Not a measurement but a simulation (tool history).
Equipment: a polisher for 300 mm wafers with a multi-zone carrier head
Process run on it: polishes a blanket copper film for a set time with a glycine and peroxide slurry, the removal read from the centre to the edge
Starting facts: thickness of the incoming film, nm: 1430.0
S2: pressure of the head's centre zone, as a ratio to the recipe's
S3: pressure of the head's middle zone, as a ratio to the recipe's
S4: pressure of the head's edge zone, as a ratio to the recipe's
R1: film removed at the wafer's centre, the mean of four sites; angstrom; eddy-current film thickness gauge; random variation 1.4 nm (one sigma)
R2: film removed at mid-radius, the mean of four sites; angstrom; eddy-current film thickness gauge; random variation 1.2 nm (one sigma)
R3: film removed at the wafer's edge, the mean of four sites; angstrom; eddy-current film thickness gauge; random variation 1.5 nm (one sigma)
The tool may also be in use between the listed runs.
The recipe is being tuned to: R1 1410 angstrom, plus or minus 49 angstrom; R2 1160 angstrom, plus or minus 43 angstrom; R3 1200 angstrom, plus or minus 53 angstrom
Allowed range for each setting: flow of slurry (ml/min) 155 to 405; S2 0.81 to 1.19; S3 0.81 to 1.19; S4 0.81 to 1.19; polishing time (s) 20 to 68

{"run": 1, "day": 0.0, "flow of slurry (ml/min)": 260, "S2": 1, "S3": 1, "S4": 1, "polishing time (s)": 44, "R1": 1798.7, "R2": 1738.8, "R3": 1738.8}
{"run": 2, "day": 0.25, "flow of slurry (ml/min)": 260, "S2": 1.01, "S3": 0.99, "S4": 0.98, "polishing time (s)": 42, "R1": 1705.9, "R2": 1640.2, "R3": 1655.6}
{"run": 3, "day": 0.317, "flow of slurry (ml/min)": 260, "S2": 1.03, "S3": 0.98, "S4": 0.97, "polishing time (s)": 40, "R1": 1668.1, "R2": 1588.2, "R3": 1526}
{"run": 4, "day": 0.358, "flow of slurry (ml/min)": 260, "S2": 1.03, "S3": 0.94, "S4": 0.97, "polishing time (s)": 40, "R1": 1670.7, "R2": 1524.1, "R3": 1555}
{"run": 5, "day": 0.392, "flow of slurry (ml/min)": 260, "S2": 1.04, "S3": 0.93, "S4": 0.96, "polishing time (s)": 39, "R1": 1623.2, "R2": 1432.6, "R3": 1491.1}
{"run": 6, "day": 0.521, "flow of slurry (ml/min)": 215, "S2": 1.04, "S3": 0.93, "S4": 0.96, "polishing time (s)": 39, "R1": 1555.4, "R2": 1439.2, "R3": 1460}
{"run": 7, "day": 0.825, "flow of slurry (ml/min)": 215, "S2": 1.05, "S3": 0.92, "S4": 0.95, "polishing time (s)": 38, "R1": 1553.6, "R2": 1389.1, "R3": 1400.8}
{"run": 8, "day": 0.854, "flow of slurry (ml/min)": 215, "S2": 1.05, "S3": 0.91, "S4": 0.94, "polishing time (s)": 38, "R1": 1527.5, "R2": 1341.3, "R3": 1406.4}
{"run": 9, "day": 0.996, "flow of slurry (ml/min)": 215, "S2": 1.06, "S3": 0.91, "S4": 0.93, "polishing time (s)": 38, "R1": 1577, "R2": 1359.4, "R3": 1429.3}
{"run": 10, "day": 1.104, "flow of slurry (ml/min)": 215, "S2": 1.07, "S3": 0.91, "S4": 0.93, "polishing time (s)": 37, "R1": 1508.8, "R2": 1335.1, "R3": 1344.9}
{"run": 11, "day": 1.3, "flow of slurry (ml/min)": 215, "S2": 1.07, "S3": 0.91, "S4": 0.93, "polishing time (s)": 37, "R1": 1520.8, "R2": 1315.7, "R3": 1363.2}
{"run": 12, "day": 1.333, "flow of slurry (ml/min)": 210, "S2": 1.07, "S3": 0.91, "S4": 0.92, "polishing time (s)": 37, "R1": 1516.7, "R2": 1333.6, "R3": 1347.4}
{"run": 13, "day": 1.604, "flow of slurry (ml/min)": 210, "S2": 1.07, "S3": 0.9, "S4": 0.91, "polishing time (s)": 37, "R1": 1533, "R2": 1342.5, "R3": 1360.9}
{"run": 14, "day": 1.75, "flow of slurry (ml/min)": 205, "S2": 1.1, "S3": 0.85, "S4": 0.87, "polishing time (s)": 31, "R1": 1320, "R2": 1038.4, "R3": 1071.9}
{"run": 15, "day": 1.938, "flow of slurry (ml/min)": 210, "S2": 1.1, "S3": 0.86, "S4": 0.88, "polishing time (s)": 31, "R1": 1310, "R2": 1053.8, "R3": 1109.5}
{"run": 16, "day": 2.138, "flow of slurry (ml/min)": 210, "S2": 1.1, "S3": 0.86, "S4": 0.88, "polishing time (s)": 31, "R1": 1313, "R2": 1040.8, "R3": 1131.5}
{"run": 17, "day": 2.2, "flow of slurry (ml/min)": 215, "S2": 1.1, "S3": 0.87, "S4": 0.88, "polishing time (s)": 31, "R1": 1296.6, "R2": 1068.9, "R3": 1126.9}
{"run": 18, "day": 2.333, "flow of slurry (ml/min)": 215, "S2": 1.11, "S3": 0.88, "S4": 0.88, "polishing time (s)": 31, "R1": 1295.2, "R2": 1063.8, "R3": 1128.5}
{"run": 19, "day": 2.654, "flow of slurry (ml/min)": 265, "S2": 1.16, "S3": 0.95, "S4": 0.92, "polishing time (s)": 33, "R1": 1478.1, "R2": 1255.3, "R3": 1250.9}
{"run": 20, "day": 2.996, "flow of slurry (ml/min)": 260, "S2": 1.16, "S3": 0.94, "S4": 0.92, "polishing time (s)": 33, "R1": 1504.7, "R2": 1240.8, "R3": 1217.1}
{"run": 21, "day": 3.021, "flow of slurry (ml/min)": 255, "S2": 1.15, "S3": 0.93, "S4": 0.92, "polishing time (s)": 33, "R1": 1509.4, "R2": 1219.4, "R3": 1231.9}
{"run": 22, "day": 3.192, "flow of slurry (ml/min)": 250, "S2": 1.14, "S3": 0.93, "S4": 0.92, "polishing time (s)": 33, "R1": 1467, "R2": 1223.2, "R3": 1235.5}

Pick the move, out of 4, that brings all results within their allowed miss; only one does.
{"run": "A", "day": 3.362, "flow of slurry (ml/min)": 260, "S2": 0.96, "S3": 0.94, "S4": 0.95, "polishing time (s)": 34, "R1": "?", "R2": "?", "R3": "?"}
{"run": "B", "day": 3.362, "flow of slurry (ml/min)": 345, "S2": 1.17, "S3": 0.84, "S4": 0.98, "polishing time (s)": 32, "R1": "?", "R2": "?", "R3": "?"}
{"run": "C", "day": 3.362, "flow of slurry (ml/min)": 240, "S2": 1.16, "S3": 0.93, "S4": 0.97, "polishing time (s)": 31, "R1": "?", "R2": "?", "R3": "?"}
{"run": "D", "day": 3.362, "flow of slurry (ml/min)": 180, "S2": 1.18, "S3": 1, "S4": 0.87, "polishing time (s)": 34, "R1": "?", "R2": "?", "R3": "?"}

move=A R1=1297.9 R2=1282.7 R3=1284
move=B R1=1487.2 R2=1129.8 R3=1254.4
move=C R1=1373.7 R2=1147.3 R3=1174.2
move=D R1=1462.5 R2=1284.6 R3=1187.3
A: the biggest miss grows against the last run
B: the worst result of the last run now meets its target, but another is out of spec
C: each result inside its tolerance
D: the biggest miss grows against the last run
Move C is the one to make.
